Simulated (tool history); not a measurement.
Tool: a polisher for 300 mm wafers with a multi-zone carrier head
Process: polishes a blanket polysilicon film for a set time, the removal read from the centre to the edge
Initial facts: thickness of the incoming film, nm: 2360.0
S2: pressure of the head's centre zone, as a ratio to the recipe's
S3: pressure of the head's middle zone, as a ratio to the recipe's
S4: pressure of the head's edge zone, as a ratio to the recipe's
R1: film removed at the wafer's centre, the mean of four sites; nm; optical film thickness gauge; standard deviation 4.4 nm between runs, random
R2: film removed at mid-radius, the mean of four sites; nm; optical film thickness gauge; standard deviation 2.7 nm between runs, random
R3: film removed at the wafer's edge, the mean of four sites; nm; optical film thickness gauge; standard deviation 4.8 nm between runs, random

run 1 day=0 | flow_of_slurry_(ml/min)=215 S2=1 S3=1 S4=1 polishing_time_(s)=40 | R1=304.3 R2=301.08 R3=303.58
run 2 day=0.121 | flow_of_slurry_(ml/min)=215 S2=1.08 S3=1 S4=1 polishing_time_(s)=40 | R1=328.73 R2=302.9 R3=308.38
run 3 day=0.483 | flow_of_slurry_(ml/min)=230 S2=1.07 S3=1.06 S4=1.06 polishing_time_(s)=42 | R1=347.96 R2=334.06 R3=330.35
run 4 day=0.612 | flow_of_slurry_(ml/min)=235 S2=1.04 S3=1.09 S4=1.1 polishing_time_(s)=44 | R1=358.13 R2=359.3 R3=343.43
run 5 day=0.983 | flow_of_slurry_(ml/min)=235 S2=1.04 S3=1 S4=1.1 polishing_time_(s)=44 | R1=350.42 R2=335.48 R3=345.61
run 6 day=1.35 | flow_of_slurry_(ml/min)=235 S2=1.02 S3=1.04 S4=1.12 polishing_time_(s)=46 | R1=359.27 R2=365.86 R3=368.59
run 7 day=1.408 | flow_of_slurry_(ml/min)=240 S2=1.01 S3=1.07 S4=1.13 polishing_time_(s)=47 | R1=366.16 R2=379.75 R3=381.82
run 8 day=1.533 | flow_of_slurry_(ml/min)=250 S2=1.01 S3=1.1 S4=1.14 polishing_time_(s)=47 | R1=372.36 R2=393.89 R3=385.99
run 9 day=1.796 | flow_of_slurry_(ml/min)=265 S2=1.01 S3=1.12 S4=1.14 polishing_time_(s)=47 | R1=372.89 R2=399.46 R3=376.17
run 10 day=1.821 | flow_of_slurry_(ml/min)=260 S2=1.01 S3=1.13 S4=1.15 polishing_time_(s)=48 | R1=375.3 R2=407.28 R3=390.45

Run 11, settings as shown, results not yet in. Your forecast:
run 11 day=2.171 | flow_of_slurry_(ml/min)=260 S2=1.01 S3=1.14 S4=1.16 polishing_time_(s)=48 | R1=? R2=? R3=?

{"run 11": {"R1": 376.8, "R2": 415.69, "R3": 392.29}}

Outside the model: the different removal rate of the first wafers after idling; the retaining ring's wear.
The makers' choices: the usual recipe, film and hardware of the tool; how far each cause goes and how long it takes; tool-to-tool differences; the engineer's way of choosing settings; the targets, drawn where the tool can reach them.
